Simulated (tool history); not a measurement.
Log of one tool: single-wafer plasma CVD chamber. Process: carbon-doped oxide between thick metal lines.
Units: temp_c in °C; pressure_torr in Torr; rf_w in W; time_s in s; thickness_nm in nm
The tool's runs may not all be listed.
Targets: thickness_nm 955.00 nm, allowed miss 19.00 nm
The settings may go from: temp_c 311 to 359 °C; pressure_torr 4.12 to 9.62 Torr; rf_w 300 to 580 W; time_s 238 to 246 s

run  hour  temp_c  pressure_torr  rf_w  time_s  thickness_nm
  1   0.0     335           6.87   440     238       1120.00
  2   6.1     335           7.42   440     238       1133.90
  3  14.9     325           7.42   440     238       1172.10
  4  18.9     328           7.17   430     238       1132.40
  5  19.9     330           6.89   420     238       1091.80
  6  20.8     330           6.89   460     238       1189.00
  7  28.7     332           6.68   450     238       1155.20
  8  34.8     334           6.54   440     238       1119.00
  9  37.2     336           6.35   435     238       1110.10
 10  38.0     337           6.30   425     238       1066.80
 11  43.5     337           6.30   425     238       1074.00
 12  52.5     339           6.17   420     238       1042.40
 13  54.8     341           6.05   420     238       1038.90
 14  55.5     343           5.94   420     238       1027.70
 15  62.4     353           5.23   395     238        922.54
 16  66.2     352           5.27   395     238        923.48
 17  66.9     351           5.31   395     238        928.09
 18  71.0     350           5.34   395     238        936.03
 19  77.3     350           5.36   395     238        933.83
 20  83.7     350           5.39   395     238        931.88

Which of these 4 next moves meets every target?
  A  90.1     332           4.81   380     246             ?
  B  90.1     353           4.85   400     238             ?
  C  90.1     351           4.92   380     246             ?
  D  90.1     352           6.56   365     246             ?

move  thickness_nm
   A        959.85
   B        925.11
   C        915.15
   D        926.01
A: meets every target
B: further off than the last run
C: further off than the last run
D: further off than the last run
Move A is the one to make.
